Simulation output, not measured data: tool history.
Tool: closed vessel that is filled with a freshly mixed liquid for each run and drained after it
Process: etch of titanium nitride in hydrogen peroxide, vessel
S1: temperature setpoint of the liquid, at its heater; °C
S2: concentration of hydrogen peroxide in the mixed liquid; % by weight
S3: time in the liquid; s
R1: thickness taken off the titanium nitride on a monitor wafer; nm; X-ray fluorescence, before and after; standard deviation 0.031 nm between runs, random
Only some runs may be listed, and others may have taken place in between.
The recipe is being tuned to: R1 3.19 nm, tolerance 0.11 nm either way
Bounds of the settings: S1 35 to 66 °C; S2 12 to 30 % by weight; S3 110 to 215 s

{"run": 1, "day": 0.0, "S1": 51, "S2": 20.5, "S3": 215, "R1": 8.6193}
{"run": 2, "day": 0.183, "S1": 47.5, "S2": 20.5, "S3": 215, "R1": 6.6869}
{"run": 3, "day": 0.408, "S1": 47.5, "S2": 18.5, "S3": 215, "R1": 6.4726}
{"run": 4, "day": 0.488, "S1": 47.5, "S2": 17, "S3": 215, "R1": 6.3733}
{"run": 5, "day": 0.688, "S1": 44.5, "S2": 17, "S3": 215, "R1": 5.2262}
{"run": 6, "day": 0.954, "S1": 44.5, "S2": 17, "S3": 215, "R1": 5.0719}
{"run": 7, "day": 1.346, "S1": 37, "S2": 16.5, "S3": 215, "R1": 2.8496}
{"run": 8, "day": 1.45, "S1": 37.5, "S2": 16.5, "S3": 215, "R1": 3.011}

4 candidate next runs follow, results not yet known. Just one meets every target within its allowed miss. Identify it.
{"run": "A", "day": 1.554, "S1": 37, "S2": 15.5, "S3": 215, "R1": "?"}
{"run": "B", "day": 1.554, "S1": 38.5, "S2": 15, "S3": 215, "R1": "?"}
{"run": "C", "day": 1.554, "S1": 39.5, "S2": 16.5, "S3": 215, "R1": "?"}
{"run": "D", "day": 1.554, "S1": 37.5, "S2": 15, "S3": 215, "R1": "?"}

move=A R1=2.7954
move=B R1=3.1209
move=C R1=3.4407
move=D R1=2.887
A: the biggest miss grows against the last run
B: every result lands within tolerance
C: takes the biggest miss from the last run beyond its target
D: the biggest miss grows against the last run
The move that meets every target is B.

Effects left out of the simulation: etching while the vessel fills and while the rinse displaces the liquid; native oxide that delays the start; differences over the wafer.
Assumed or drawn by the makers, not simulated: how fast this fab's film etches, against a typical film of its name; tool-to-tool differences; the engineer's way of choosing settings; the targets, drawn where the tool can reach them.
